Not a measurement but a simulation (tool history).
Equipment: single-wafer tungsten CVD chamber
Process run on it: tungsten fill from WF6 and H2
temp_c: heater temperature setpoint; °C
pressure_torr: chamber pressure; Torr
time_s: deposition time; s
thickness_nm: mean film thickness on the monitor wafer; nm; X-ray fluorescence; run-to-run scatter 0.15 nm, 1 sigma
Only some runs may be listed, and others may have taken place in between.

run	hour	temp_c	pressure_torr	time_s	thickness_nm
1	0.0	370	39.5	12.6	23.425
2	8.8	370	39.5	13.0	24.305
3	17.1	370	34.2	13.0	21.862
4	24.7	370	34.2	12.6	21.189
5	26.1	370	40.7	12.6	24.162
6	31.1	370	40.7	12.6	24.037
# hour 32.2: capacitance manometer re-zeroed and calibrated
7	32.2	375	40.9	12.6	27.232

What does the tool deliver on the next run?
8	39.8	379	41.0	12.6	?

thickness_nm: 29.364 nm
